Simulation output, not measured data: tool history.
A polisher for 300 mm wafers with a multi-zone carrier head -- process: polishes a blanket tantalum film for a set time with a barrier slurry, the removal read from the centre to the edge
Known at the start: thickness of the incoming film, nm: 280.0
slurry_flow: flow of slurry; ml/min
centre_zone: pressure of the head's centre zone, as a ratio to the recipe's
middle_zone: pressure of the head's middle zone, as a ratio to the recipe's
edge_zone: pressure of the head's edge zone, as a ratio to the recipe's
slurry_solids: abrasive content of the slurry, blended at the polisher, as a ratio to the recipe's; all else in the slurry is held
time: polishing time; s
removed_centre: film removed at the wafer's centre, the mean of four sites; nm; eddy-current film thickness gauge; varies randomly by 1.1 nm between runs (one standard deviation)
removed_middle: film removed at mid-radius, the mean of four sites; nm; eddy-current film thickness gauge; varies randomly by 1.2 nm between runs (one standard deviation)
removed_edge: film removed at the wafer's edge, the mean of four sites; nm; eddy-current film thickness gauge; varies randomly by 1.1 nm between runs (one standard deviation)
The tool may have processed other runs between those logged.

{"run": 1, "hour": 0.0, "slurry_flow": 280, "centre_zone": 1, "middle_zone": 1, "edge_zone": 1, "slurry_solids": 1, "time": 39, "removed_centre": 114.97, "removed_middle": 112.82, "removed_edge": 116.78}
{"run": 2, "hour": 8.8, "slurry_flow": 255, "centre_zone": 1, "middle_zone": 1, "edge_zone": 1, "slurry_solids": 1, "time": 39, "removed_centre": 116.49, "removed_middle": 112.69, "removed_edge": 116.29}
{"run": 3, "hour": 11.6, "slurry_flow": 255, "centre_zone": 1, "middle_zone": 0.95, "edge_zone": 1, "slurry_solids": 1, "time": 39, "removed_centre": 113.71, "removed_middle": 109.1, "removed_edge": 116.68}
{"run": 4, "hour": 16.8, "slurry_flow": 255, "centre_zone": 1, "middle_zone": 0.95, "edge_zone": 1, "slurry_solids": 1, "time": 32, "removed_centre": 94.887, "removed_middle": 89.815, "removed_edge": 95.649}
{"run": 5, "hour": 24.7, "slurry_flow": 260, "centre_zone": 0.99, "middle_zone": 0.96, "edge_zone": 1.03, "slurry_solids": 1.1, "time": 33, "removed_centre": 98.851, "removed_middle": 97.219, "removed_edge": 103.11}
{"run": 6, "hour": 29.1, "slurry_flow": 265, "centre_zone": 0.99, "middle_zone": 0.96, "edge_zone": 1.05, "slurry_solids": 1.15, "time": 34, "removed_centre": 101.6, "removed_middle": 100.14, "removed_edge": 108.86}
{"run": 7, "hour": 30.9, "slurry_flow": 270, "centre_zone": 0.99, "middle_zone": 0.97, "edge_zone": 1.07, "slurry_solids": 1.2, "time": 35, "removed_centre": 106.61, "removed_middle": 105.28, "removed_edge": 115.01}
{"run": 8, "hour": 32.0, "slurry_flow": 275, "centre_zone": 0.99, "middle_zone": 0.98, "edge_zone": 1.09, "slurry_solids": 1.25, "time": 35, "removed_centre": 108.29, "removed_middle": 107.85, "removed_edge": 115.22}

Expected results for the next run?
{"run": 9, "hour": 37.2, "slurry_flow": 275, "centre_zone": 0.98, "middle_zone": 0.98, "edge_zone": 1.1, "slurry_solids": 1.3, "time": 36, "removed_centre": "?", "removed_middle": "?", "removed_edge": "?"}

removed_centre: 109.49 nm
removed_middle: 108.18 nm
removed_edge: 120.2 nm

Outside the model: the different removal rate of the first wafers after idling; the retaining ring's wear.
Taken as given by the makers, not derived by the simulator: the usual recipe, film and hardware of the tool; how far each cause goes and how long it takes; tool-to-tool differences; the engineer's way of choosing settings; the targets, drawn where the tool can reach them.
